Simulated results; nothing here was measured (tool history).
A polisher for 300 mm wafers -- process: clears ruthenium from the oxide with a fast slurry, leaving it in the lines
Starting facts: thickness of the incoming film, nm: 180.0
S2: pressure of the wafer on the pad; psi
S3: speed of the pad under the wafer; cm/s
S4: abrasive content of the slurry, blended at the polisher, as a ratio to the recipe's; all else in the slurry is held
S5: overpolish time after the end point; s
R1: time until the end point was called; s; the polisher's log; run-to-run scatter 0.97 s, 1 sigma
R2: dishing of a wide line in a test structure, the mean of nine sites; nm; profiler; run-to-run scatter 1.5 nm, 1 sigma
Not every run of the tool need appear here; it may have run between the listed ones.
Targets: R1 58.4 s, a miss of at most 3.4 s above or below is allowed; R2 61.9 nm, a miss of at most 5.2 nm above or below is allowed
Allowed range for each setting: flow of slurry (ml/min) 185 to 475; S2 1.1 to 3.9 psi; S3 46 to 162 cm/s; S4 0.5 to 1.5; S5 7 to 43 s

{"run": 1, "hour": 0.0, "flow of slurry (ml/min)": 305, "S2": 2.5, "S3": 104, "S4": 1, "S5": 22, "R1": 48.186, "R2": 58.906}
{"run": 2, "hour": 6.4, "flow of slurry (ml/min)": 305, "S2": 2.5, "S3": 104, "S4": 1, "S5": 25, "R1": 49.219, "R2": 61.676}
{"run": 3, "hour": 7.1, "flow of slurry (ml/min)": 305, "S2": 2.4, "S3": 104, "S4": 1, "S5": 26, "R1": 51.657, "R2": 63.711}
{"run": 4, "hour": 14.1, "flow of slurry (ml/min)": 305, "S2": 2.9, "S3": 104, "S4": 1, "S5": 26, "R1": 42.387, "R2": 71.005}
{"run": 5, "hour": 17.0, "flow of slurry (ml/min)": 305, "S2": 2.7, "S3": 104, "S4": 1, "S5": 27, "R1": 45.77, "R2": 68.52}
{"run": 6, "hour": 18.7, "flow of slurry (ml/min)": 335, "S2": 2.7, "S3": 104, "S4": 1, "S5": 27, "R1": 44.612, "R2": 71.235}
{"run": 7, "hour": 22.3, "flow of slurry (ml/min)": 325, "S2": 2.5, "S3": 104, "S4": 1, "S5": 27, "R1": 49.521, "R2": 66.122}
{"run": 8, "hour": 23.0, "flow of slurry (ml/min)": 325, "S2": 2.5, "S3": 104, "S4": 1, "S5": 27, "R1": 48.443, "R2": 66.392}
{"run": 9, "hour": 25.4, "flow of slurry (ml/min)": 320, "S2": 2.4, "S3": 104, "S4": 1, "S5": 27, "R1": 50.685, "R2": 68.091}
{"run": 10, "hour": 28.6, "flow of slurry (ml/min)": 320, "S2": 2.3, "S3": 104, "S4": 1, "S5": 27, "R1": 52.396, "R2": 65.076}

Pick the move, out of 4, that brings all results within their allowed miss; only one does.
{"run": "A", "hour": 31.8, "flow of slurry (ml/min)": 350, "S2": 2.5, "S3": 106, "S4": 1, "S5": 27, "R1": "?", "R2": "?"}
{"run": "B", "hour": 31.8, "flow of slurry (ml/min)": 280, "S2": 2.2, "S3": 100, "S4": 1, "S5": 29, "R1": "?", "R2": "?"}
{"run": "C", "hour": 31.8, "flow of slurry (ml/min)": 460, "S2": 2.3, "S3": 110, "S4": 0.95, "S5": 28, "R1": "?", "R2": "?"}
{"run": "D", "hour": 31.8, "flow of slurry (ml/min)": 405, "S2": 2.4, "S3": 104, "S4": 0.95, "S5": 34, "R1": "?", "R2": "?"}

move=A R1=47.803 R2=67.357
move=B R1=58.454 R2=61.289
move=C R1=50.133 R2=66.82
move=D R1=51.223 R2=75.301
A: moves away from the targets compared with the last run
B: each result inside its tolerance
C: moves away from the targets compared with the last run
D: moves away from the targets compared with the last run
Answer: B
